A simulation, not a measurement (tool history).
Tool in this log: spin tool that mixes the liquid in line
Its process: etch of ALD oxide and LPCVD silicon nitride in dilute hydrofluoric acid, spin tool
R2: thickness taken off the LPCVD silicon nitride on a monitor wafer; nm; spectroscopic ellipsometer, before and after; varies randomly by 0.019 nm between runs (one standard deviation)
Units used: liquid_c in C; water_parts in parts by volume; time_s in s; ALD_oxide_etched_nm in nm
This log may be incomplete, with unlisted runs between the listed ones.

run 1 hour=0.0 | liquid_c=22.0 water_parts=50 time_s=30 | ALD_oxide_etched_nm=5.7906 R2=0.199120
run 2 hour=6.3 | liquid_c=22.0 water_parts=50 time_s=15 | ALD_oxide_etched_nm=2.8960 R2=0.089021
run 3 hour=13.6 | liquid_c=22.0 water_parts=45 time_s=15 | ALD_oxide_etched_nm=3.2585 R2=0.090156
run 4 hour=22.4 | liquid_c=21.5 water_parts=45 time_s=15 | ALD_oxide_etched_nm=3.2221 R2=0.087451
run 5 hour=29.4 | liquid_c=21.0 water_parts=45 time_s=15 | ALD_oxide_etched_nm=3.1360 R2=0.069690
run 6 hour=30.2 | liquid_c=21.0 water_parts=45 time_s=25 | ALD_oxide_etched_nm=5.2273 R2=0.200280
run 7 hour=31.7 | liquid_c=20.0 water_parts=50 time_s=25 | ALD_oxide_etched_nm=4.4964 R2=0.140380

Run 8 is up next; what results do you expect?
run 8 hour=36.0 | liquid_c=20.0 water_parts=50 time_s=25 | ALD_oxide_etched_nm=? R2=?

Run 8 came out at ALD_oxide_etched_nm 4.4799 nm, R2 0.162800 nm.
